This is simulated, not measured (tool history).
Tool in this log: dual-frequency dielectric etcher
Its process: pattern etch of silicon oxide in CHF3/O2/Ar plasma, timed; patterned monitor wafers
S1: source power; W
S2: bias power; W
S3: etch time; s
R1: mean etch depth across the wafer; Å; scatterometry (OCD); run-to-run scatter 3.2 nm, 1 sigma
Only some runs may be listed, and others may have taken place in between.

run 1 hour=0 | S1=660 S2=229 S3=315.5 | R1=7423.7
run 2 hour=3.1 | S1=620 S2=222 S3=314 | R1=7226.6
run 3 hour=3.8 | S1=620 S2=262 S3=314 | R1=7473.4
run 4 hour=7.5 | S1=580 S2=254 S3=310.5 | R1=7185.2
run 5 hour=10.4 | S1=550 S2=249 S3=308.5 | R1=6935.6
run 6 hour=19 | S1=660 S2=249 S3=308.5 | R1=7457.6
run 7 hour=21.7 | S1=620 S2=242 S3=305.5 | R1=7170.5
run 8 hour=28.3 | S1=590 S2=237 S3=304 | R1=6984.5

Run 9 is up next; what results do you expect?
run 9 hour=33 | S1=570 S2=234 S3=303 | R1=?

{"run 9": {"R1": 6866}}
